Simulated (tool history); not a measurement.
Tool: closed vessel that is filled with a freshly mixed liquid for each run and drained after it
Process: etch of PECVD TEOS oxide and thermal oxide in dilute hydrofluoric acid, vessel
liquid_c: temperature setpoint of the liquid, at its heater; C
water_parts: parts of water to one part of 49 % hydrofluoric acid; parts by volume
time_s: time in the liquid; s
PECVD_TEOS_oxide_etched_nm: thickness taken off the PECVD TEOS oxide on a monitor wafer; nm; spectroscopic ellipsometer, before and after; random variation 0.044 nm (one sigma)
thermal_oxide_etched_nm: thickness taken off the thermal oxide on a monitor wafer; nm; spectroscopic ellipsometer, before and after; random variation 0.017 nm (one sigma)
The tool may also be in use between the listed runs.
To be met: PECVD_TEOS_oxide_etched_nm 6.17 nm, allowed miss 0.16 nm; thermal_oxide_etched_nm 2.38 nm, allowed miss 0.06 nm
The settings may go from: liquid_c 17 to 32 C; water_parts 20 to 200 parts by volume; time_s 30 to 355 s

run 1 hour=0 | liquid_c=24 water_parts=110 time_s=180 | PECVD_TEOS_oxide_etched_nm=19.378 thermal_oxide_etched_nm=7.4131
run 2 hour=8.7 | liquid_c=21.5 water_parts=140 time_s=180 | PECVD_TEOS_oxide_etched_nm=13.425 thermal_oxide_etched_nm=5.1544
run 3 hour=17.9 | liquid_c=20 water_parts=160 time_s=175 | PECVD_TEOS_oxide_etched_nm=10.478 thermal_oxide_etched_nm=4.0323
run 4 hour=23 | liquid_c=20 water_parts=130 time_s=175 | PECVD_TEOS_oxide_etched_nm=13.196 thermal_oxide_etched_nm=5.0717
run 5 hour=28.3 | liquid_c=20 water_parts=165 time_s=175 | PECVD_TEOS_oxide_etched_nm=10.025 thermal_oxide_etched_nm=3.8295
run 6 hour=34.2 | liquid_c=20 water_parts=135 time_s=175 | PECVD_TEOS_oxide_etched_nm=12.728 thermal_oxide_etched_nm=4.8633
run 7 hour=37.4 | liquid_c=19 water_parts=155 time_s=170 | PECVD_TEOS_oxide_etched_nm=10.123 thermal_oxide_etched_nm=3.8997
run 8 hour=39.1 | liquid_c=18.5 water_parts=170 time_s=165 | PECVD_TEOS_oxide_etched_nm=8.5438 thermal_oxide_etched_nm=3.3072
run 9 hour=41.6 | liquid_c=18 water_parts=180 time_s=165 | PECVD_TEOS_oxide_etched_nm=7.8647 thermal_oxide_etched_nm=3.0702
run 10 hour=46.7 | liquid_c=18 water_parts=185 time_s=160 | PECVD_TEOS_oxide_etched_nm=7.4306 thermal_oxide_etched_nm=2.8496
run 11 hour=54.9 | liquid_c=17 water_parts=200 time_s=160 | PECVD_TEOS_oxide_etched_nm=6.5673 thermal_oxide_etched_nm=2.5103

Which of these 4 next moves meets every target?
run A hour=63.1 | liquid_c=17 water_parts=190 time_s=150 | PECVD_TEOS_oxide_etched_nm=? thermal_oxide_etched_nm=?
run B hour=63.1 | liquid_c=17 water_parts=200 time_s=145 | PECVD_TEOS_oxide_etched_nm=? thermal_oxide_etched_nm=?
run C hour=63.1 | liquid_c=18 water_parts=180 time_s=130 | PECVD_TEOS_oxide_etched_nm=? thermal_oxide_etched_nm=?
run D hour=63.1 | liquid_c=17 water_parts=200 time_s=165 | PECVD_TEOS_oxide_etched_nm=? thermal_oxide_etched_nm=?

move=A PECVD_TEOS_oxide_etched_nm=6.4524 thermal_oxide_etched_nm=2.4655
move=B PECVD_TEOS_oxide_etched_nm=5.8711 thermal_oxide_etched_nm=2.2434
move=C PECVD_TEOS_oxide_etched_nm=6.2017 thermal_oxide_etched_nm=2.3697
move=D PECVD_TEOS_oxide_etched_nm=6.681 thermal_oxide_etched_nm=2.5528
A: nearer than the last run, and not there yet
B: takes the result that was furthest off past its target
C: meets every target
D: further off than the last run
Answer: C

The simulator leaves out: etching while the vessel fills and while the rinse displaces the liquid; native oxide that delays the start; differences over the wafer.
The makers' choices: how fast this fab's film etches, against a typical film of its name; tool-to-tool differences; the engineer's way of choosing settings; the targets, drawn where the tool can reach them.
